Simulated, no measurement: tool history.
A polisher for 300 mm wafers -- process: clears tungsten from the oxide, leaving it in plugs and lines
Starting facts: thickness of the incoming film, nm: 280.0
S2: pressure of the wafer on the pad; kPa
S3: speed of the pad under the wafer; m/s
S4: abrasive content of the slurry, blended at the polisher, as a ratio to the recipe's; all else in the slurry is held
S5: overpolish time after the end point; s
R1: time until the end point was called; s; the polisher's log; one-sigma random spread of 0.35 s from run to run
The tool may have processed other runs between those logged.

{"run": 1, "hour": 0.0, "flow of slurry (ml/min)": 250, "S2": 31.0, "S3": 1.42, "S4": 1.0, "S5": 26, "R1": 33.425}
{"run": 2, "hour": 7.1, "flow of slurry (ml/min)": 250, "S2": 30.3, "S3": 1.42, "S4": 1.0, "S5": 26, "R1": 34.193}
{"run": 3, "hour": 11.4, "flow of slurry (ml/min)": 250, "S2": 30.3, "S3": 1.7, "S4": 1.0, "S5": 26, "R1": 29.427}
{"run": 4, "hour": 12.5, "flow of slurry (ml/min)": 250, "S2": 29.0, "S3": 1.7, "S4": 1.0, "S5": 26, "R1": 30.484}
{"run": 5, "hour": 16.0, "flow of slurry (ml/min)": 250, "S2": 27.6, "S3": 1.7, "S4": 1.0, "S5": 26, "R1": 32.085}
{"run": 6, "hour": 18.1, "flow of slurry (ml/min)": 250, "S2": 27.6, "S3": 1.7, "S4": 1.0, "S5": 28, "R1": 31.887}

Predict the results of run 7:
{"run": 7, "hour": 19.7, "flow of slurry (ml/min)": 250, "S2": 26.2, "S3": 1.7, "S4": 1.0, "S5": 28, "R1": "?"}

{"run 7": {"R1": 32.926}}
